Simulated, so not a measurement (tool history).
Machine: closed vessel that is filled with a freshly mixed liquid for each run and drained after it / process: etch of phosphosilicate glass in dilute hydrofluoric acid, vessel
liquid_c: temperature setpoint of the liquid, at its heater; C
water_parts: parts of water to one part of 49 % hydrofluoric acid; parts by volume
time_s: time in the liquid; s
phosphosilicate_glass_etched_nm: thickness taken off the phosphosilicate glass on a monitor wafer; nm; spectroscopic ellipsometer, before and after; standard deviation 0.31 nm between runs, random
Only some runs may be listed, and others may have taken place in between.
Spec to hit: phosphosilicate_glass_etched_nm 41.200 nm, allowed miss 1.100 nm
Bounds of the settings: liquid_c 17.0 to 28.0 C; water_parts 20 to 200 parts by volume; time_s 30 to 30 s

run	hour	liquid_c	water_parts	time_s	phosphosilicate_glass_etched_nm
1	0.0	20.0	110	30	17.660
2	4.7	20.0	110	30	17.716
3	7.7	17.0	110	30	15.793
4	11.2	17.0	135	30	12.365
5	15.6	17.0	150	30	11.038
6	18.3	19.0	150	30	11.995
7	24.9	21.0	130	30	15.164
8	28.1	22.5	110	30	19.673
9	37.2	22.5	110	30	19.389

Exactly one of the 5 candidate moves below puts every result within its allowed miss. Which one?
A	46.3	19.5	70	30	?
B	46.3	23.0	60	30	?
C	46.3	24.0	60	30	?
D	46.3	25.5	60	30	?
E	46.3	27.5	50	30	?

move	phosphosilicate_glass_etched_nm
A	28.943
B	39.537
C	41.192
D	43.777
E	57.731
A: closer than the last run, but not yet in spec
B: closer than the last run, but not yet in spec
C: each result inside its tolerance
D: carries the result that was furthest off beyond its target, to the other side
E: carries the result that was furthest off beyond its target, to the other side
Answer: C

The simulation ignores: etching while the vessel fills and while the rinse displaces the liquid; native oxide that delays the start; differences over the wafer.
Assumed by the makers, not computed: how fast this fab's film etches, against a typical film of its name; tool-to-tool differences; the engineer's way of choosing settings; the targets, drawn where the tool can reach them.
